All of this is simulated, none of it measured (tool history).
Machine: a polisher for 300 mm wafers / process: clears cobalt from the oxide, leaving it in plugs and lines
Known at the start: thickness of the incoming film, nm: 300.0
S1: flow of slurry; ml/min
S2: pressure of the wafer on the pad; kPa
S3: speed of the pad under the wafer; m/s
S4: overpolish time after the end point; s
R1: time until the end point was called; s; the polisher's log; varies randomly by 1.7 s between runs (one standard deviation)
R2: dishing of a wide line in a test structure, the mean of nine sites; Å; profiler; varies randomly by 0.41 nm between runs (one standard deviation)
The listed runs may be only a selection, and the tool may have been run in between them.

Run 1, hour 0.0: S1 230 ml/min, S2 13.8 kPa, S3 0.80 m/s, S4 20 s. Result: R1 101.41 s, R2 450.32 Å.
Run 2, hour 1.7: S1 230 ml/min, S2 12.4 kPa, S3 0.80 m/s, S4 19 s. Result: R1 107.06 s, R2 399.45 Å.
Run 3, hour 6.0: S1 230 ml/min, S2 12.4 kPa, S3 0.80 m/s, S4 22 s. Result: R1 109.36 s, R2 446.56 Å.
Run 4, hour 13.0: S1 230 ml/min, S2 12.4 kPa, S3 0.80 m/s, S4 14 s. Result: R1 110.59 s, R2 318.51 Å.
Run 5, hour 14.2: S1 230 ml/min, S2 12.4 kPa, S3 0.80 m/s, S4 10 s. Result: R1 109.30 s, R2 245.20 Å.
Run 6, hour 22.7: S1 195 ml/min, S2 12.4 kPa, S3 0.80 m/s, S4 10 s. Result: R1 112.96 s, R2 237.44 Å.
Run 7, hour 30.3: S1 195 ml/min, S2 12.4 kPa, S3 0.80 m/s, S4 10 s. Result: R1 111.31 s, R2 235.43 Å.

For run 8, what comes out?
Run 8, hour 37.6: S1 205 ml/min, S2 11.0 kPa, S3 0.78 m/s, S4 13 s. Result: R1 ?, R2 ?.

Run 8 gave R1 129.12 s, R2 268.00 Å.
